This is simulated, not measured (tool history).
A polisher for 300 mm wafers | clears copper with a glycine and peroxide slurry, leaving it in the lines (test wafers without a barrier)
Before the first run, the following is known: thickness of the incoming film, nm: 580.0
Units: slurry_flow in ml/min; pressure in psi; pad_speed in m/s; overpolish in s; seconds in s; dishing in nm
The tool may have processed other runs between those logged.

run	hour	slurry_flow	pressure	pad_speed	overpolish	seconds	dishing
1	0.0	235	2.6	0.88	28	115.96	101.830
2	7.6	235	2.5	0.88	25	119.28	89.629
3	14.0	235	2.5	0.88	34	121.88	112.460
4	14.9	235	2.5	0.88	24	119.05	86.565
5	21.0	235	2.4	0.88	23	119.70	83.271
6	24.1	235	2.3	0.88	22	127.83	79.259
7	26.8	235	2.3	0.88	21	125.83	75.096
8	28.5	235	2.2	0.90	14	130.65	52.471

Run 9 comes next. What will it give?
9	31.7	230	2.5	0.84	18	?	?

Run 9 produced seconds 127.14 s, dishing 69.575 nm.

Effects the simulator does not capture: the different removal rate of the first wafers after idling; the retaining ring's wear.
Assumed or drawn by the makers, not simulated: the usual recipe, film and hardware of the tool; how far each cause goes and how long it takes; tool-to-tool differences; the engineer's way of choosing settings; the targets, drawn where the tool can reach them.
